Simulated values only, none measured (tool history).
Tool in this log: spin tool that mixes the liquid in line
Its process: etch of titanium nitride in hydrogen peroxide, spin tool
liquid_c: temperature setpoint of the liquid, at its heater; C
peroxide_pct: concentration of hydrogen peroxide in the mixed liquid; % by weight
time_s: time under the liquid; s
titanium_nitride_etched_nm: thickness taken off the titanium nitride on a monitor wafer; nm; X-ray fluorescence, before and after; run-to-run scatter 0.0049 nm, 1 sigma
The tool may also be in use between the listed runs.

run	hour	liquid_c	peroxide_pct	time_s	titanium_nitride_etched_nm
1	0	45	24	90	2.6075
2	3.7	45	28.5	90	2.7046
3	11.1	51.5	28.5	90	4.374
4	15.1	51.5	30	90	4.4334
5	19.8	47	29.5	90	3.1394
6	21.2	47	29.5	70	2.4576
7	23.5	44.5	29.5	70	2.0663

The next listed run, before its measurement:
8	25.7	36.5	29	70	?

{"run 8": {"titanium_nitride_etched_nm": 1.1048}}
